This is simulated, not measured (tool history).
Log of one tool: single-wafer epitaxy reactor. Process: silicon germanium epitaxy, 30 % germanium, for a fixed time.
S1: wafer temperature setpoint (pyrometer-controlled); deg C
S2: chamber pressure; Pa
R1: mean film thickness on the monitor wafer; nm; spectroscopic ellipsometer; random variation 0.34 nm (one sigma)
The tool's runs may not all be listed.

| run | hour | S1 | S2 | R1 |
|---|---|---|---|---|
| 1 | 0 | 620 | 3453 | 102.52 |
| 2 | 1.4 | 620 | 3200 | 98.406 |
| 3 | 5.5 | 620 | 3480 | 102.79 |
| 4 | 9.6 | 625 | 3493 | 113.51 |
| 5 | 12.8 | 634 | 3493 | 134.63 |
| 6 | 15.3 | 644 | 3493 | 163.74 |
| 7 | 23.7 | 640 | 3480 | 151.68 |
| 8 | 26.3 | 637 | 3480 | 142.51 |

Forecast run 9:
| 9 | 29.6 | 635 | 3480 | ? |

{"run 9": {"R1": 137.66}}

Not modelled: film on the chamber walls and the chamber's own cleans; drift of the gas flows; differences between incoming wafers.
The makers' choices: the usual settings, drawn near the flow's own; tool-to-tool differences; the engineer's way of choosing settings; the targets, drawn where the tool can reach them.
